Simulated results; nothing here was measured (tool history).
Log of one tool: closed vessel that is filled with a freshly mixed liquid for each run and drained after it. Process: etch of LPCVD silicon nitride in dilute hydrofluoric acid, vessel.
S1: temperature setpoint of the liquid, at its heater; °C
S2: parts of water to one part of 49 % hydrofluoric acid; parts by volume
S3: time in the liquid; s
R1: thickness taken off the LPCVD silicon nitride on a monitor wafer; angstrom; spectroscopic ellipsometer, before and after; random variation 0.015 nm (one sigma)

run 1 hour=0.0 | S1=22.0 S2=105 S3=865 | R1=33.283
run 2 hour=5.1 | S1=20.5 S2=105 S3=865 | R1=29.949
run 3 hour=7.1 | S1=20.0 S2=105 S3=865 | R1=28.679
run 4 hour=8.3 | S1=20.0 S2=105 S3=865 | R1=28.996
run 5 hour=13.7 | S1=19.5 S2=105 S3=865 | R1=28.231
run 6 hour=14.7 | S1=19.0 S2=105 S3=865 | R1=26.874
run 7 hour=15.7 | S1=18.5 S2=105 S3=865 | R1=26.240

The next listed run, before its measurement:
run 8 hour=20.6 | S1=17.0 S2=120 S3=860 | R1=?

{"run 8": {"R1": 20.818}}

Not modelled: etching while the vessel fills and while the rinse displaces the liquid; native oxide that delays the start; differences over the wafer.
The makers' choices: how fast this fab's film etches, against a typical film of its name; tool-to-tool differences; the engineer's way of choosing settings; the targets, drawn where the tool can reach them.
